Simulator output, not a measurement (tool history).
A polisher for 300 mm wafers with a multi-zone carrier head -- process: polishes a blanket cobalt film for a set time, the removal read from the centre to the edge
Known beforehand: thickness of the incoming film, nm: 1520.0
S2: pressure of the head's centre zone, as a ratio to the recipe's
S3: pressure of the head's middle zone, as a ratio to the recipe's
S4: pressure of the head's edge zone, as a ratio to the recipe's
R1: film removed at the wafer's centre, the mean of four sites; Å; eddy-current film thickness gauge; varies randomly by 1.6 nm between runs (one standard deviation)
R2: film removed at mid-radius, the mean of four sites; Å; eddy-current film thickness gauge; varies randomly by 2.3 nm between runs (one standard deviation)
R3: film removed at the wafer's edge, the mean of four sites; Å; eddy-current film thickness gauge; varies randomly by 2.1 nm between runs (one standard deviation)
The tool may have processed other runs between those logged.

{"run": 1, "day": 0.0, "flow of slurry (ml/min)": 295, "S2": 1.0, "S3": 1.0, "S4": 1.0, "polishing time (s)": 75, "R1": 1861.5, "R2": 1874.6, "R3": 1903.6}
{"run": 2, "day": 0.292, "flow of slurry (ml/min)": 295, "S2": 1.08, "S3": 1.0, "S4": 1.0, "polishing time (s)": 75, "R1": 1994.6, "R2": 1885.3, "R3": 1895.9}
{"run": 3, "day": 0.396, "flow of slurry (ml/min)": 295, "S2": 1.08, "S3": 0.96, "S4": 1.0, "polishing time (s)": 75, "R1": 1984.3, "R2": 1822.6, "R3": 1873.1}
{"run": 4, "day": 0.421, "flow of slurry (ml/min)": 295, "S2": 1.06, "S3": 0.98, "S4": 0.96, "polishing time (s)": 71, "R1": 1893.1, "R2": 1695.4, "R3": 1786.0}
{"run": 5, "day": 0.517, "flow of slurry (ml/min)": 295, "S2": 1.06, "S3": 0.98, "S4": 0.96, "polishing time (s)": 88, "R1": 2322.7, "R2": 2155.4, "R3": 2130.8}
{"run": 6, "day": 0.771, "flow of slurry (ml/min)": 295, "S2": 1.06, "S3": 0.98, "S4": 0.91, "polishing time (s)": 88, "R1": 2325.6, "R2": 2145.4, "R3": 2143.9}

Run 7 is up next; what results do you expect?
{"run": 7, "day": 0.912, "flow of slurry (ml/min)": 295, "S2": 1.06, "S3": 1.04, "S4": 0.91, "polishing time (s)": 78, "R1": "?", "R2": "?", "R3": "?"}

R1: 2012.5 Å
R2: 2004.5 Å
R3: 1845.1 Å

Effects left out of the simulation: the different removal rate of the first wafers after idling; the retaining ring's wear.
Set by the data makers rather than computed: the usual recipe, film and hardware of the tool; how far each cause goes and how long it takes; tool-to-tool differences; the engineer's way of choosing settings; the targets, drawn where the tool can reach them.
